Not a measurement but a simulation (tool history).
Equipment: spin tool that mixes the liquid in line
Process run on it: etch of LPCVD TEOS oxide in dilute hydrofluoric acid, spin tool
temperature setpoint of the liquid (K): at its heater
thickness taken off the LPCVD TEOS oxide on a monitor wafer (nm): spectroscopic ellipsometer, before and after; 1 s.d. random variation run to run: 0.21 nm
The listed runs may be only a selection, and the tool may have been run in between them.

run  hour  temperature setpoint of the liquid (K)  parts of water to one part of 49 % hydrofluoric acid (parts by volume)  time under the liquid (s)  thickness taken off the LPCVD TEOS oxide on a monitor wafer (nm)
  1   0.0                                  294.15                                                                     120                        200                                                            32.994
  2   1.2                                  296.65                                                                     120                        200                                                            36.348
  3   3.5                                  296.65                                                                     145                        200                                                            29.057
  4   9.4                                  296.65                                                                     180                        200                                                            22.633
  5  16.2                                  298.15                                                                     150                        200                                                            29.760
  6  19.4                                  298.15                                                                     125                        200                                                            36.821

What does the tool deliver on the next run?
  7  22.3                                  299.15                                                                     115                        200                                                                 ?

{"run 7": {"thickness taken off the LPCVD TEOS oxide on a monitor wafer (nm)": 42.069}}
